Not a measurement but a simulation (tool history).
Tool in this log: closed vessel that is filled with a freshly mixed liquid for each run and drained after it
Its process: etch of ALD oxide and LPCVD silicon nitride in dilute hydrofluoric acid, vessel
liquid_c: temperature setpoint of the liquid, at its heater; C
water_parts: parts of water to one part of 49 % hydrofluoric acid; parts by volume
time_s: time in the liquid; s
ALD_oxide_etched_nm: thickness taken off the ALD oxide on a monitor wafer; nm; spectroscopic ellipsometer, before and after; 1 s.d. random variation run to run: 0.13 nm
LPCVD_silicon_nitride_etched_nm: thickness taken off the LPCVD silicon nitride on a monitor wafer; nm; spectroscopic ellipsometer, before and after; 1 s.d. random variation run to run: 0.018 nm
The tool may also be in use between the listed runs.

run,hour,liquid_c,water_parts,time_s,ALD_oxide_etched_nm,LPCVD_silicon_nitride_etched_nm
1,0.0,22.0,55,95,27.175,0.85708
2,9.0,20.5,60,95,23.278,0.63394
3,11.2,20.5,65,95,21.240,0.55272
4,17.4,21.0,70,95,20.056,0.57636
5,18.4,20.5,75,95,18.075,0.50046
6,24.5,20.5,75,65,12.735,0.33675

Run 7, settings as shown, results not yet in. Your forecast:
7,28.8,20.5,70,65,?,?

ALD_oxide_etched_nm: 13.580 nm
LPCVD_silicon_nitride_etched_nm: 0.38462 nm

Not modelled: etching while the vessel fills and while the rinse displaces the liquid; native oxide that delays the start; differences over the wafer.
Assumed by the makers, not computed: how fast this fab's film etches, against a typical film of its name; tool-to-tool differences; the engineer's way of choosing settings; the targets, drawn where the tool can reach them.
